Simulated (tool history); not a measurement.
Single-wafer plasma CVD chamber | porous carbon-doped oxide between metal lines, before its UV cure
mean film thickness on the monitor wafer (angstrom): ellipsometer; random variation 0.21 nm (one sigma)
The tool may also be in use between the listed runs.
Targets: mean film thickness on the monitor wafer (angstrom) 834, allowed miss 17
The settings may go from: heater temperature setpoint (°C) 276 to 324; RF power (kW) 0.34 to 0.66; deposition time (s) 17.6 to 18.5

| run | hour | heater temperature setpoint (°C) | RF power (kW) | deposition time (s) | mean film thickness on the monitor wafer (angstrom) |
|---|---|---|---|---|---|
| 1 | 0 | 300 | 0.5 | 18.5 | 945.76 |
| 2 | 5 | 294 | 0.5 | 18.5 | 982.29 |
| 3 | 9.8 | 296 | 0.495 | 18.5 | 964.81 |
| 4 | 12.1 | 305 | 0.495 | 18.5 | 915.18 |
| 5 | 19.9 | 306 | 0.495 | 18.5 | 903.97 |
| 6 | 22.7 | 307 | 0.495 | 18.5 | 899.94 |
| 7 | 31.5 | 308 | 0.495 | 18.5 | 895.62 |
| 8 | 40.5 | 309 | 0.495 | 18.5 | 888.52 |
| 9 | 42.9 | 310 | 0.495 | 18.5 | 883.49 |

Which of these 5 next moves meets every target?
| A | 45.3 | 306 | 0.45 | 17.7 | ? |
| B | 45.3 | 310 | 0.595 | 18.5 | ? |
| C | 45.3 | 296 | 0.505 | 18.4 | ? |
| D | 45.3 | 317 | 0.45 | 18.4 | ? |
| E | 45.3 | 302 | 0.525 | 17.6 | ? |

| move | mean film thickness on the monitor wafer (angstrom) |
|---|---|
| A | 827.29 |
| B | 969.89 |
| C | 969.28 |
| D | 804.93 |
| E | 911.09 |
A: meets every target
B: further off than the last run
C: further off than the last run
D: takes the result that was furthest off past its target
E: further off than the last run
Move A is the one to make.

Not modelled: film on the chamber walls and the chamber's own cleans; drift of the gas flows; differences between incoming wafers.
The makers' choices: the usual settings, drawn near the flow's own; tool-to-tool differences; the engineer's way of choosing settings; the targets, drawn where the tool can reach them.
